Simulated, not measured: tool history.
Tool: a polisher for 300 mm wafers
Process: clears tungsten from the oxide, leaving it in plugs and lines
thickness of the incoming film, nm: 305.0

run    day  flow of slurry (ml/min)  pressure of the wafer on the pad (kPa)  speed of the pad under the wafer (cm/s)  abrasive content of the slurry  overpolish time after the end point (s)  time until the end point was called (s)
  1  0.000                      135                                    23.4                                       86                             1.0                                        6                                   70.885
  2  0.033                      135                                    25.5                                       86                             1.0                                        6                                   63.276
  3  0.146                      130                                    20.7                                       84                             1.0                                        6                                   81.366
  4  0.275                      100                                    20.7                                       84                             1.0                                        6                                   84.215
  5  0.496                      100                                    17.2                                       82                             1.0                                        6                                  104.140
  6  0.600                      100                                    15.2                                       82                             1.0                                        6                                  117.310
  7  0.800                       95                                    10.3                                       82                             1.0                                        6                                  170.560

Run 8 comes next. What will it give?
  8  1.042                       95                                    11.0                                       82                             1.0                                        6                                        ?

time until the end point was called (s): 162.450

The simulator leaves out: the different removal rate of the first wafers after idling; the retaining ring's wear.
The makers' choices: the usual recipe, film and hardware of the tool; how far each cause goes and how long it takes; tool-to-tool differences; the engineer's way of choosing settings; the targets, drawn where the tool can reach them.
